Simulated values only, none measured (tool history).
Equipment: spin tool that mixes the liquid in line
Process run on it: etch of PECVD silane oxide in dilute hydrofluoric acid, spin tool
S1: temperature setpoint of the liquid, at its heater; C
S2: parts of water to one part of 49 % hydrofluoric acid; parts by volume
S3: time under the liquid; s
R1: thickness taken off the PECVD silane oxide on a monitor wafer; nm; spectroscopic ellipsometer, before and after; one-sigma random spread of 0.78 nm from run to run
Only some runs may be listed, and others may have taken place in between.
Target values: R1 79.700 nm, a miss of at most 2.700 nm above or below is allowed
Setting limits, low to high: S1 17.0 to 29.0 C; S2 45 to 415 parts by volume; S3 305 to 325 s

Run 1, hour 0.0: S1 21.0 C, S2 230 parts by volume, S3 305 s. Result: R1 20.985 nm.
Run 2, hour 7.8: S1 22.5 C, S2 230 parts by volume, S3 305 s. Result: R1 22.097 nm.
Run 3, hour 11.0: S1 22.5 C, S2 230 parts by volume, S3 305 s. Result: R1 22.014 nm.
Run 4, hour 14.4: S1 24.0 C, S2 185 parts by volume, S3 310 s. Result: R1 30.492 nm.
Run 5, hour 16.3: S1 24.0 C, S2 185 parts by volume, S3 325 s. Result: R1 32.485 nm.
Run 6, hour 19.9: S1 25.0 C, S2 150 parts by volume, S3 325 s. Result: R1 42.387 nm.
Run 7, hour 28.2: S1 26.0 C, S2 130 parts by volume, S3 325 s. Result: R1 53.295 nm.
Run 8, hour 36.9: S1 26.5 C, S2 120 parts by volume, S3 325 s. Result: R1 60.575 nm.
Run 9, hour 39.1: S1 27.0 C, S2 115 parts by volume, S3 325 s. Result: R1 64.626 nm.
Run 10, hour 44.8: S1 27.5 C, S2 110 parts by volume, S3 325 s. Result: R1 67.057 nm.
Run 11, hour 50.3: S1 28.0 C, S2 105 parts by volume, S3 325 s. Result: R1 73.640 nm.
Run 12, hour 58.6: S1 28.5 C, S2 105 parts by volume, S3 325 s. Result: R1 75.404 nm.
Run 13, hour 59.5: S1 29.0 C, S2 105 parts by volume, S3 325 s. Result: R1 76.509 nm.

Exactly one of the 5 candidate moves below puts every result within its allowed miss. Which one?
Run A, hour 60.4: S1 29.0 C, S2 100 parts by volume, S3 325 s. Result: R1 ?.
Run B, hour 60.4: S1 29.0 C, S2 110 parts by volume, S3 325 s. Result: R1 ?.
Run C, hour 60.4: S1 28.5 C, S2 105 parts by volume, S3 310 s. Result: R1 ?.
Run D, hour 60.4: S1 29.0 C, S2 95 parts by volume, S3 325 s. Result: R1 ?.
Run E, hour 60.4: S1 29.0 C, S2 100 parts by volume, S3 305 s. Result: R1 ?.

move      R1
   A  80.645
   B  72.316
   C  71.397
   D  85.480
   E  75.682
A: in spec on every target
B: moves away from the targets compared with the last run
C: moves away from the targets compared with the last run
D: the result that was furthest off in the last run now lies on the other side of its target
E: moves away from the targets compared with the last run
So the answer is move A, the one that meets all the targets.
